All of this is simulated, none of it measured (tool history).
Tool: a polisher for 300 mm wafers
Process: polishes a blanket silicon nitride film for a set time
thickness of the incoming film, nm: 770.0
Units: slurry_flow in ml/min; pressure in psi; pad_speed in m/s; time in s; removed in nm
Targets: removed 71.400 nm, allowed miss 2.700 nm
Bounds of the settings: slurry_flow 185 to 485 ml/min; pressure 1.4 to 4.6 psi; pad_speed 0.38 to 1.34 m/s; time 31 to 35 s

run  hour  slurry_flow  pressure  pad_speed  time  removed
  1   0.0          310       3.0       0.86    35   44.966
  2   4.0          310       3.2       0.86    35   47.405
  3  11.1          310       3.4       0.86    35   50.717
  4  12.3          310       3.4       0.86    31   43.955
     20.4  -- head pressure recalibrated
  5  20.4          310       3.4       0.86    31   46.897
  6  23.3          310       3.4       0.68    31   39.323
  7  29.8          310       4.2       0.92    32   59.590
  8  30.4          310       4.3       0.94    32   62.261
  9  33.0          310       4.3       0.96    32   63.942
 10  41.4          310       4.5       0.98    32   66.982

Which of these 4 next moves meets every target?
  A  49.8          320       4.6       0.82    34        ?
  B  49.8          320       4.6       1.00    33        ?
  C  49.8          290       4.6       1.00    31        ?
  D  49.8          295       4.4       1.00    32        ?

move  removed
   A   64.967
   B   72.552
   C   67.543
   D   67.273
A: further off than the last run
B: meets every target
C: nearer than the last run, and not there yet
D: nearer than the last run, and not there yet
Answer: B
